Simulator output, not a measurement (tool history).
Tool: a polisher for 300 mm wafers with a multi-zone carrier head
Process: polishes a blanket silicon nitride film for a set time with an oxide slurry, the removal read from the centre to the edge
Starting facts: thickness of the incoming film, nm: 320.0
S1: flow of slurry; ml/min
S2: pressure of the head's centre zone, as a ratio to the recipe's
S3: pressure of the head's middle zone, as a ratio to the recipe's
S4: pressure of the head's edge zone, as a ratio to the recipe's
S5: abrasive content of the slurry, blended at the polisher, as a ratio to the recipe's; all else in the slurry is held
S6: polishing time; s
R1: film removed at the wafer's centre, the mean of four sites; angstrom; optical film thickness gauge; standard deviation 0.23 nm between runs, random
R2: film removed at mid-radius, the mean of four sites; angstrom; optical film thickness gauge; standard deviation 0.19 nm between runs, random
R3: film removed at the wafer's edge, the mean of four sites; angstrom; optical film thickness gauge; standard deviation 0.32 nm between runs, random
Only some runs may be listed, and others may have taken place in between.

| run | hour | S1 | S2 | S3 | S4 | S5 | S6 | R1 | R2 | R3 |
|---|---|---|---|---|---|---|---|---|---|---|
| 1 | 0 | 260 | 1 | 1 | 1 | 1 | 34 | 193.38 | 191.64 | 197.58 |
| 2 | 5.5 | 265 | 1.01 | 1.01 | 1.02 | 1.05 | 34 | 200.83 | 197.63 | 200.05 |
| 3 | 6.9 | 265 | 1.01 | 1.01 | 1.02 | 1.05 | 41 | 242.57 | 238.54 | 243.75 |
| 4 | 12.6 | 265 | 1.01 | 1.01 | 1.02 | 1.25 | 41 | 258.95 | 255.23 | 255.72 |
| 5 | 17.4 | 265 | 1.01 | 1.01 | 1.02 | 1.15 | 41 | 253.38 | 245.37 | 252.16 |
| 6 | 23.5 | 270 | 1.01 | 1.01 | 1.04 | 1.2 | 41 | 255.75 | 250.92 | 259.93 |
| 7 | 24.8 | 280 | 1.02 | 1.02 | 1.06 | 1.2 | 41 | 262.59 | 252.48 | 262.04 |
| 8 | 33.7 | 285 | 1.02 | 1.03 | 1.08 | 1.2 | 41 | 261.33 | 256.94 | 266.22 |

What will run 9 give?
| 9 | 41.5 | 295 | 1.03 | 1.04 | 1.1 | 1.2 | 41 | ? | ? | ? |

R1: 264.92 angstrom
R2: 259.19 angstrom
R3: 264.74 angstrom
